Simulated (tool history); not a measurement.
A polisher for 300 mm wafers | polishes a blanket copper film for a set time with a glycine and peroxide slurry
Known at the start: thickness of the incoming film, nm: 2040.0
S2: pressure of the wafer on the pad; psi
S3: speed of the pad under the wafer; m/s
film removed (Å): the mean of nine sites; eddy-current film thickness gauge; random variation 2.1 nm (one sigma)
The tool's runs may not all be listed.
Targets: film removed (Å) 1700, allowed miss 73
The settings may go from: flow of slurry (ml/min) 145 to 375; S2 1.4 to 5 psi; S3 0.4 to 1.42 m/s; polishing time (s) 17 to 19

Run 1, day 0: flow of slurry (ml/min) 240, S2 3.2 psi, S3 0.9 m/s, polishing time (s) 19. Result: film removed (Å) 987.82.
Run 2, day 0.35: flow of slurry (ml/min) 240, S2 2.6 psi, S3 0.9 m/s, polishing time (s) 19. Result: film removed (Å) 852.15.
Run 3, day 0.375: flow of slurry (ml/min) 240, S2 2.6 psi, S3 0.82 m/s, polishing time (s) 19. Result: film removed (Å) 801.13.
Run 4, day 0.746: flow of slurry (ml/min) 210, S2 2.6 psi, S3 0.82 m/s, polishing time (s) 19. Result: film removed (Å) 782.97.
Run 5, day 0.833: flow of slurry (ml/min) 215, S2 3 psi, S3 0.86 m/s, polishing time (s) 19. Result: film removed (Å) 896.76.
At day 1.188: slurry nozzle cleaned.
Run 6, day 1.188: flow of slurry (ml/min) 215, S2 3 psi, S3 0.72 m/s, polishing time (s) 19. Result: film removed (Å) 832.38.
Run 7, day 1.217: flow of slurry (ml/min) 235, S2 3.9 psi, S3 0.98 m/s, polishing time (s) 19. Result: film removed (Å) 1245.2.
Run 8, day 1.471: flow of slurry (ml/min) 235, S2 4.1 psi, S3 1 m/s, polishing time (s) 19. Result: film removed (Å) 1329.
Run 9, day 1.829: flow of slurry (ml/min) 235, S2 5 psi, S3 1.04 m/s, polishing time (s) 19. Result: film removed (Å) 1575.8.
Run 10, day 2.012: flow of slurry (ml/min) 235, S2 5 psi, S3 1.04 m/s, polishing time (s) 19. Result: film removed (Å) 1652.6.

Which of these 4 next moves meets every target?
Run A, day 2.196: flow of slurry (ml/min) 230, S2 4.9 psi, S3 1.08 m/s, polishing time (s) 18. Result: film removed (Å) ?.
Run B, day 2.196: flow of slurry (ml/min) 275, S2 4.6 psi, S3 1.16 m/s, polishing time (s) 19. Result: film removed (Å) ?.
Run C, day 2.196: flow of slurry (ml/min) 230, S2 5 psi, S3 1.06 m/s, polishing time (s) 18. Result: film removed (Å) ?.
Run D, day 2.196: flow of slurry (ml/min) 225, S2 4.7 psi, S3 1.04 m/s, polishing time (s) 19. Result: film removed (Å) ?.

move  film removed (Å)
   A            1540.5
   B            1656.9
   C            1544.2
   D            1520.7
A: further off than the last run
B: meets every target
C: further off than the last run
D: further off than the last run
Move B is the one to make.

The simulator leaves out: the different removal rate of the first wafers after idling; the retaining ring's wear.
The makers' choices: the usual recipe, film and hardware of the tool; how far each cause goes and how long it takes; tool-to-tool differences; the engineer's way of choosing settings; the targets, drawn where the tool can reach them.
